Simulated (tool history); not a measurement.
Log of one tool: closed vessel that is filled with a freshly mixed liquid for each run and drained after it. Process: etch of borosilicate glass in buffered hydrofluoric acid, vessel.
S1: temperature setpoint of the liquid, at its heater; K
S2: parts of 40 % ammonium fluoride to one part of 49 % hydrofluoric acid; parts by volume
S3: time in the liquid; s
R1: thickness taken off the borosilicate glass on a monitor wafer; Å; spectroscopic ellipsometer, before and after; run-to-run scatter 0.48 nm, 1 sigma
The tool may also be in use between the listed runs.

run 1 day=0 | S1=295.15 S2=9 S3=95 | R1=1171.9
run 2 day=0.1 | S1=295.15 S2=9 S3=95 | R1=1164.5
run 3 day=0.429 | S1=295.15 S2=9 S3=95 | R1=1179.9
run 4 day=0.804 | S1=295.15 S2=9 S3=105 | R1=1286.4
run 5 day=0.921 | S1=295.15 S2=9 S3=95 | R1=1167.7
run 6 day=1.05 | S1=294.15 S2=9.5 S3=95 | R1=1076.1
run 7 day=1.362 | S1=293.15 S2=10.5 S3=95 | R1=931.71
run 8 day=1.617 | S1=292.65 S2=11 S3=95 | R1=879.41
run 9 day=1.725 | S1=292.15 S2=11.5 S3=95 | R1=805.56

Run 10, settings as shown, results not yet in. Your forecast:
run 10 day=1.867 | S1=292.15 S2=11.5 S3=95 | R1=?

Run 10 yielded R1 821.99 Å.
